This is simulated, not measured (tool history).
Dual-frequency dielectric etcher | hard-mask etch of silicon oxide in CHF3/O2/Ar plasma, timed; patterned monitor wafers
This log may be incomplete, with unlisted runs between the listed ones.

run,day,source power (kW),bias power (kW),etch time (s),mean etch depth across the wafer (angstrom)
1,0.000,0.590,0.150,37.0,663.04
2,0.171,0.570,0.149,37.0,655.82
3,0.521,0.520,0.149,37.0,644.40
4,0.738,0.510,0.147,37.0,639.66
5,1.017,0.510,0.147,37.0,636.48
6,1.092,0.470,0.147,37.0,625.77

Forecast run 7:
7,1.217,0.460,0.146,37.0,?

mean etch depth across the wafer (angstrom): 622.95

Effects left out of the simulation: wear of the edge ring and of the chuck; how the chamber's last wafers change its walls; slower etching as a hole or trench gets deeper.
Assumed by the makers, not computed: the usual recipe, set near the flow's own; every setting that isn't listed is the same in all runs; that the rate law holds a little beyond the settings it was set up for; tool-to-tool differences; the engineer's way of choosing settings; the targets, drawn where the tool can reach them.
